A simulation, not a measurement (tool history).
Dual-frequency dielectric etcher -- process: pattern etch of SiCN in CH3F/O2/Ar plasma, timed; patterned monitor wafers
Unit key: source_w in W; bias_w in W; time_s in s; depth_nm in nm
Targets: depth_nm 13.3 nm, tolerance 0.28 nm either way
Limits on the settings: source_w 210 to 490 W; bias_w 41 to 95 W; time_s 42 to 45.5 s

{"run": 1, "hour": 0.0, "source_w": 350, "bias_w": 68, "time_s": 45.5, "depth_nm": 15.812}
{"run": 2, "hour": 1.5, "source_w": 350, "bias_w": 64, "time_s": 45.5, "depth_nm": 15.444}
{"run": 3, "hour": 5.8, "source_w": 340, "bias_w": 63, "time_s": 45.5, "depth_nm": 15.108}
{"run": 4, "hour": 7.5, "source_w": 310, "bias_w": 63, "time_s": 45.5, "depth_nm": 14.148}
{"run": 5, "hour": 10.1, "source_w": 370, "bias_w": 63, "time_s": 45.5, "depth_nm": 15.843}
{"run": 6, "hour": 16.1, "source_w": 360, "bias_w": 63, "time_s": 45.5, "depth_nm": 15.623}
{"run": 7, "hour": 18.2, "source_w": 350, "bias_w": 63, "time_s": 45.5, "depth_nm": 15.294}
{"run": 8, "hour": 19.3, "source_w": 280, "bias_w": 59, "time_s": 45.5, "depth_nm": 12.842}

Exercise: of the 4 proposed moves below, exactly one satisfies all targets within the stated allowed misses. Which move is it?
{"run": "A", "hour": 20.4, "source_w": 310, "bias_w": 62, "time_s": 45.5, "depth_nm": "?"}
{"run": "B", "hour": 20.4, "source_w": 280, "bias_w": 83, "time_s": 42, "depth_nm": "?"}
{"run": "C", "hour": 20.4, "source_w": 330, "bias_w": 57, "time_s": 45.5, "depth_nm": "?"}
{"run": "D", "hour": 20.4, "source_w": 270, "bias_w": 71, "time_s": 44.5, "depth_nm": "?"}

move=A depth_nm=14.165
move=B depth_nm=13.942
move=C depth_nm=14.199
move=D depth_nm=13.403
A: takes the result that was furthest off past its target
B: takes the result that was furthest off past its target
C: takes the result that was furthest off past its target
D: every result lands within tolerance
D meets every target.

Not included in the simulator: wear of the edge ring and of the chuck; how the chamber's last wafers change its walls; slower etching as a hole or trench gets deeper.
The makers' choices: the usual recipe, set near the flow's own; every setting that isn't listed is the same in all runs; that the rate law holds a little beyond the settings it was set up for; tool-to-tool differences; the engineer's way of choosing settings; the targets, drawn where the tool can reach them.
